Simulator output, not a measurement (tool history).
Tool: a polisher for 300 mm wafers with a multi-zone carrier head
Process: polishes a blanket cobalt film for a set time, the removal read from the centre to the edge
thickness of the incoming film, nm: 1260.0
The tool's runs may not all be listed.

run	hour	flow of slurry (ml/min)	pressure of the head's centre zone	pressure of the head's middle zone	pressure of the head's edge zone	polishing time (s)	film removed at the wafer's centre (nm)	film removed at mid-radius (nm)	film removed at the wafer's edge (nm)
1	0	205	1	1	1	32	112.65	112.6	111.82
2	3.5	160	1	1	1	32	109.98	110.7	110.9
3	11.2	160	1	0.91	1	32	110.07	105.32	112.78
4	13.4	165	1.01	0.96	1	34	117.52	115.96	118.01
5	19.2	170	1.03	0.99	1.01	35	123.88	120.96	122.38
6	20	175	1.04	1.02	1.01	36	132.05	127.3	126.09
7	24.8	180	1.04	1.05	1.01	37	134.72	133.95	130.98
8	26	235	1.14	1.15	0.99	39	161.04	153.02	138.55
9	31.6	235	1.13	1.16	0.99	39	160.1	156.45	140.76
10	34.7	235	1.12	1.17	0.99	39	157.83	154.72	138.46
11	42.1	235	1.11	1.17	0.99	39	158.06	153.68	138.49

Run 12 is up next; what results do you expect?
12	47.3	230	1.09	1.17	0.98	39	?	?	?

film removed at the wafer's centre (nm): 154.34
film removed at mid-radius (nm): 153.04
film removed at the wafer's edge (nm): 136.82
